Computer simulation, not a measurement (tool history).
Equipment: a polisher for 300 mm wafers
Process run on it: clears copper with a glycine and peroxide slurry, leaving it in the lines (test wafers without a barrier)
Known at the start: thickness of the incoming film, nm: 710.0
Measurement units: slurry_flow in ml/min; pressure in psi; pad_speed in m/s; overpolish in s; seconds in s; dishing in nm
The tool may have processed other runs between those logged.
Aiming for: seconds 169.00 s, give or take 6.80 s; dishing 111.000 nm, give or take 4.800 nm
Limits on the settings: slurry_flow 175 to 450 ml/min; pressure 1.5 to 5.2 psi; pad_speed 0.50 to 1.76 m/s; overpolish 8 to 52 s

{"run": 1, "hour": 0.0, "slurry_flow": 290, "pressure": 3.3, "pad_speed": 1.12, "overpolish": 26, "seconds": 141.29, "dishing": 83.561}
{"run": 2, "hour": 7.0, "slurry_flow": 290, "pressure": 3.3, "pad_speed": 1.12, "overpolish": 16, "seconds": 143.12, "dishing": 59.311}
{"run": 3, "hour": 11.8, "slurry_flow": 290, "pressure": 3.3, "pad_speed": 1.1, "overpolish": 19, "seconds": 145.44, "dishing": 66.414}
{"run": 4, "hour": 17.8, "slurry_flow": 290, "pressure": 3.3, "pad_speed": 1.1, "overpolish": 28, "seconds": 146.06, "dishing": 87.758}
{"run": 5, "hour": 21.3, "slurry_flow": 290, "pressure": 3.7, "pad_speed": 1.1, "overpolish": 28, "seconds": 131.47, "dishing": 96.219}
{"run": 6, "hour": 29.6, "slurry_flow": 290, "pressure": 3.6, "pad_speed": 1.08, "overpolish": 29, "seconds": 135.5, "dishing": 96.004}
{"run": 7, "hour": 36.0, "slurry_flow": 290, "pressure": 3.5, "pad_speed": 1.08, "overpolish": 30, "seconds": 136.81, "dishing": 94.367}
{"run": 8, "hour": 37.5, "slurry_flow": 290, "pressure": 3.4, "pad_speed": 1.08, "overpolish": 31, "seconds": 143.09, "dishing": 96.272}
{"run": 9, "hour": 45.3, "slurry_flow": 290, "pressure": 2.8, "pad_speed": 1.06, "overpolish": 42, "seconds": 171.29, "dishing": 101.45}
{"hour": 48.4, "done": "head pressure recalibrated"}
{"run": 10, "hour": 48.4, "slurry_flow": 290, "pressure": 2.9, "pad_speed": 1.04, "overpolish": 44, "seconds": 153.7, "dishing": 112.99}

4 next moves are on the table. One of them brings every result within its allowed miss. Which?
{"run": "A", "hour": 51.5, "slurry_flow": 290, "pressure": 2.9, "pad_speed": 1.04, "overpolish": 42, "seconds": "?", "dishing": "?"}
{"run": "B", "hour": 51.5, "slurry_flow": 265, "pressure": 2.7, "pad_speed": 1.02, "overpolish": 46, "seconds": "?", "dishing": "?"}
{"run": "C", "hour": 51.5, "slurry_flow": 305, "pressure": 3.3, "pad_speed": 0.9, "overpolish": 40, "seconds": "?", "dishing": "?"}
{"run": "D", "hour": 51.5, "slurry_flow": 295, "pressure": 2.6, "pad_speed": 1.14, "overpolish": 39, "seconds": "?", "dishing": "?"}

move=A seconds=155.25 dishing=110.490
move=B seconds=168.66 dishing=110.020
move=C seconds=156.63 dishing=109.340
move=D seconds=157.30 dishing=103.010
A: an improvement on the last run, though not all results are within tolerance
B: meets every target
C: an improvement on the last run, though not all results are within tolerance
D: an improvement on the last run, though not all results are within tolerance
B is the move that brings every result within its allowed miss.
